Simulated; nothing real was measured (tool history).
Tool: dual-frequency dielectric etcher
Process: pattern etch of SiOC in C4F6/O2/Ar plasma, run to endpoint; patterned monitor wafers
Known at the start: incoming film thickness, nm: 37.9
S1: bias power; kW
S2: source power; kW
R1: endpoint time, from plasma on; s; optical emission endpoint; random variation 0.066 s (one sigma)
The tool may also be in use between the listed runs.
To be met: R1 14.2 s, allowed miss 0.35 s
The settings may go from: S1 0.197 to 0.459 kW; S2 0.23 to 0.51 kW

run  hour     S1    S2      R1
  1     0  0.328  0.37  16.268
  2   8.8  0.353  0.38  15.855
  3  14.6  0.372  0.39    15.3
  4  21.1  0.372  0.43  14.726
  5  29.8  0.372  0.41  15.053
  6    38  0.349  0.41  15.447
  7  44.8  0.364  0.42   15.02
  8  51.2  0.374  0.42  14.759
  9  59.8  0.381  0.42  14.792
 10  61.4  0.389  0.42  14.822

4 next moves are on the table. One of them brings every result within its allowed miss. Which?
  A    63  0.414  0.33   ?
  B    63  0.459  0.39   ?
  C    63  0.381  0.38   ?
  D    63  0.398  0.37   ?

move      R1
   A  15.642
   B  14.241
   C  15.283
   D  15.213
A: further off than the last run
B: meets every target
C: further off than the last run
D: further off than the last run
Answer: B
